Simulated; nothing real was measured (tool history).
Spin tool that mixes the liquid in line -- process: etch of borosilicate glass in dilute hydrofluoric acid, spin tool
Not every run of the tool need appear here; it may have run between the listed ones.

| run | hour | temperature setpoint of the liquid (°C) | parts of water to one part of 49 % hydrofluoric acid (parts by volume) | time under the liquid (s) | thickness taken off the borosilicate glass on a monitor wafer (angstrom) |
|---|---|---|---|---|---|
| 1 | 0.0 | 20.0 | 70 | 15 | 53.810 |
| 2 | 6.9 | 20.0 | 90 | 15 | 40.445 |
| 3 | 10.7 | 22.0 | 75 | 15 | 53.536 |
| 4 | 17.0 | 22.0 | 75 | 15 | 54.394 |
| 5 | 20.8 | 23.5 | 75 | 15 | 57.106 |
| 6 | 21.7 | 23.5 | 75 | 15 | 57.773 |

Expected results for the next run?
| 7 | 24.6 | 24.5 | 65 | 15 | ? |

Run 7 measured thickness taken off the borosilicate glass on a monitor wafer (angstrom) 70.387.
